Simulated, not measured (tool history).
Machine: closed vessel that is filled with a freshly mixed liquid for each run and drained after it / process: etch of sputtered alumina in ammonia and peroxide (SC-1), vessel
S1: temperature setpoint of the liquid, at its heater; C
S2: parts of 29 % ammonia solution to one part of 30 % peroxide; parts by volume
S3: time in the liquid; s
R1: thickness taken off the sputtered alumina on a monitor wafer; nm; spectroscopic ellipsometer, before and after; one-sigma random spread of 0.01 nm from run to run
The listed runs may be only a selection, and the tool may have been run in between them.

Run 1, hour 0.0: S1 52.0 C, S2 0.65 parts by volume, S3 40 s. Result: R1 3.8195 nm.
Run 2, hour 5.4: S1 50.5 C, S2 0.60 parts by volume, S3 40 s. Result: R1 3.5151 nm.
Run 3, hour 8.6: S1 50.5 C, S2 0.60 parts by volume, S3 30 s. Result: R1 2.5836 nm.
Run 4, hour 9.9: S1 50.5 C, S2 0.60 parts by volume, S3 30 s. Result: R1 2.6237 nm.
Run 5, hour 14.2: S1 47.0 C, S2 0.60 parts by volume, S3 30 s. Result: R1 2.1427 nm.
Run 6, hour 15.5: S1 52.0 C, S2 0.60 parts by volume, S3 30 s. Result: R1 2.8060 nm.
Run 7, hour 19.4: S1 50.5 C, S2 0.60 parts by volume, S3 30 s. Result: R1 2.5621 nm.
Run 8, hour 27.9: S1 49.0 C, S2 0.60 parts by volume, S3 30 s. Result: R1 2.3805 nm.
Run 9, hour 32.3: S1 48.0 C, S2 0.60 parts by volume, S3 30 s. Result: R1 2.2686 nm.
Run 10, hour 35.3: S1 47.0 C, S2 0.60 parts by volume, S3 30 s. Result: R1 2.1497 nm.
Run 11, hour 42.7: S1 46.0 C, S2 0.60 parts by volume, S3 30 s. Result: R1 2.0281 nm.

Estimate the outcome of run 12 from the log above:
Run 12, hour 50.6: S1 45.0 C, S2 0.60 parts by volume, S3 30 s. Result: R1 ?.

{"run 12": {"R1": 1.8889}}
